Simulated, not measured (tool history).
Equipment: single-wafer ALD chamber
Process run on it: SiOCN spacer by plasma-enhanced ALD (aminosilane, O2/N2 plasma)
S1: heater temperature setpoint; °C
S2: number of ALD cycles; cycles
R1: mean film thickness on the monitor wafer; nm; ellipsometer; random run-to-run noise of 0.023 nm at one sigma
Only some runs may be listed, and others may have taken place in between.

{"run": 1, "hour": 0.0, "S1": 395, "S2": 93, "R1": 5.5307}
{"run": 2, "hour": 6.2, "S1": 388, "S2": 93, "R1": 5.5374}
{"run": 3, "hour": 10.7, "S1": 388, "S2": 99, "R1": 5.9117}
{"run": 4, "hour": 12.8, "S1": 388, "S2": 92, "R1": 5.4886}
{"run": 5, "hour": 15.8, "S1": 388, "S2": 103, "R1": 6.113}
{"run": 6, "hour": 24.1, "S1": 393, "S2": 103, "R1": 6.134}

Run 7 is up next; what results do you expect?
{"run": 7, "hour": 31.6, "S1": 393, "S2": 104, "R1": "?"}

{"run 7": {"R1": 6.194}}
